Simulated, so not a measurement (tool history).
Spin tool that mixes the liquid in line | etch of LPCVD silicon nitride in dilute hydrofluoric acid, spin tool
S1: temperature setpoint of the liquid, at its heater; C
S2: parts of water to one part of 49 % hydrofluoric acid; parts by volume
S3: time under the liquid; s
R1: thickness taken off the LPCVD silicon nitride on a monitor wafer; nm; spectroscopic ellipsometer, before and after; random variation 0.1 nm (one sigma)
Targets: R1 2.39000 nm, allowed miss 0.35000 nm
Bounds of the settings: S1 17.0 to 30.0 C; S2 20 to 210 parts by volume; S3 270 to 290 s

run    day    S1   S2   S3       R1
  1  0.000  22.0  115  270  0.96507
  2  0.262  22.0  140  270  0.70089
  3  0.412  22.5  130  275  0.85835
  4  0.492  24.0  130  275  0.93870
  5  0.529  24.0  130  290  1.05040
  6  0.675  24.0  130  270  0.95285
  7  0.800  24.5  125  275  1.09280
  8  0.938  25.0  120  275  1.08800
  9  1.212  25.5  110  275  1.21750

5 next moves are on the table. One of them brings every result within its allowed miss. Which?
  A  1.488  24.0  140  270   ?
  B  1.488  29.0   95  270   ?
  C  1.488  27.5   95  270   ?
  D  1.488  30.0   85  290   ?
  E  1.488  27.5   95  290   ?

move       R1
   A  0.91182
   B  1.84870
   C  1.67990
   D  2.36480
   E  1.80430
A: further off than the last run
B: nearer than the last run, and not there yet
C: nearer than the last run, and not there yet
D: meets every target
E: nearer than the last run, and not there yet
Move D is the one to make.
